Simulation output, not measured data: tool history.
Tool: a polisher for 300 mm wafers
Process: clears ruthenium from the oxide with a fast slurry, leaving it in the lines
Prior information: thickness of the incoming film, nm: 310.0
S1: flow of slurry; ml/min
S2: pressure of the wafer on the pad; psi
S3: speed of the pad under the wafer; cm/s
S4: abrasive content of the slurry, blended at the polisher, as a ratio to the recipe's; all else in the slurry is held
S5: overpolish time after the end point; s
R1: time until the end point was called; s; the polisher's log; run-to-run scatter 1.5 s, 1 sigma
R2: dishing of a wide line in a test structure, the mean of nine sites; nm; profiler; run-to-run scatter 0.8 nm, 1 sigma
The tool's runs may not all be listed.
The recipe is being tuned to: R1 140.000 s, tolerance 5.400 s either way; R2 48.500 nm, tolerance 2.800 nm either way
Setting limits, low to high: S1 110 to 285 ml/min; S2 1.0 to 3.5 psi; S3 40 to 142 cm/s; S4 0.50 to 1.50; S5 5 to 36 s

Run 1, day 0.000: S1 180 ml/min, S2 2.2 psi, S3 90 cm/s, S4 1.00, S5 18 s. Result: R1 125.760 s, R2 35.976 nm.
Run 2, day 0.238: S1 180 ml/min, S2 2.5 psi, S3 90 cm/s, S4 1.00, S5 18 s. Result: R1 111.440 s, R2 39.300 nm.
Run 3, day 0.596: S1 175 ml/min, S2 2.4 psi, S3 90 cm/s, S4 1.00, S5 20 s. Result: R1 115.490 s, R2 42.200 nm.
Run 4, day 0.654: S1 175 ml/min, S2 3.0 psi, S3 90 cm/s, S4 1.00, S5 20 s. Result: R1 95.166 s, R2 51.116 nm.
Run 5, day 0.796: S1 175 ml/min, S2 3.0 psi, S3 108 cm/s, S4 1.00, S5 20 s. Result: R1 80.044 s, R2 57.779 nm.
Run 6, day 0.879: S1 170 ml/min, S2 2.7 psi, S3 106 cm/s, S4 1.00, S5 21 s. Result: R1 91.408 s, R2 56.197 nm.
Run 7, day 1.058: S1 165 ml/min, S2 2.5 psi, S3 106 cm/s, S4 1.00, S5 22 s. Result: R1 98.083 s, R2 51.899 nm.
Run 8, day 1.129: S1 160 ml/min, S2 2.3 psi, S3 104 cm/s, S4 1.00, S5 24 s. Result: R1 109.070 s, R2 53.125 nm.
Run 9, day 1.475: S1 155 ml/min, S2 2.2 psi, S3 104 cm/s, S4 1.00, S5 25 s. Result: R1 113.770 s, R2 52.559 nm.
Run 10, day 1.579: S1 150 ml/min, S2 2.1 psi, S3 104 cm/s, S4 1.00, S5 26 s. Result: R1 121.930 s, R2 50.836 nm.
Run 11, day 1.954: S1 145 ml/min, S2 2.0 psi, S3 104 cm/s, S4 1.00, S5 27 s. Result: R1 124.110 s, R2 50.656 nm.
Run 12, day 2.108: S1 140 ml/min, S2 1.9 psi, S3 104 cm/s, S4 1.00, S5 28 s. Result: R1 135.740 s, R2 51.813 nm.

Which of these 5 next moves meets every target?
Run A, day 2.262: S1 190 ml/min, S2 1.8 psi, S3 92 cm/s, S4 0.95, S5 36 s. Result: R1 ?, R2 ?.
Run B, day 2.262: S1 115 ml/min, S2 1.8 psi, S3 108 cm/s, S4 1.05, S5 28 s. Result: R1 ?, R2 ?.
Run C, day 2.262: S1 175 ml/min, S2 1.6 psi, S3 112 cm/s, S4 0.90, S5 35 s. Result: R1 ?, R2 ?.
Run D, day 2.262: S1 145 ml/min, S2 1.6 psi, S3 128 cm/s, S4 1.00, S5 22 s. Result: R1 ?, R2 ?.
Run E, day 2.262: S1 180 ml/min, S2 2.2 psi, S3 86 cm/s, S4 1.20, S5 25 s. Result: R1 ?, R2 ?.

move       R1      R2
   A  152.250  55.898
   B  140.880  47.970
   C  148.870  55.619
   D  130.990  41.234
   E  122.050  49.271
A: its largest miss is bigger than the last run's
B: hits every target within its allowed miss
C: its largest miss is bigger than the last run's
D: pushes the last run's worst result past its target
E: brings the last run's worst result on target, with another outside its allowed miss
The move that meets every target is B.

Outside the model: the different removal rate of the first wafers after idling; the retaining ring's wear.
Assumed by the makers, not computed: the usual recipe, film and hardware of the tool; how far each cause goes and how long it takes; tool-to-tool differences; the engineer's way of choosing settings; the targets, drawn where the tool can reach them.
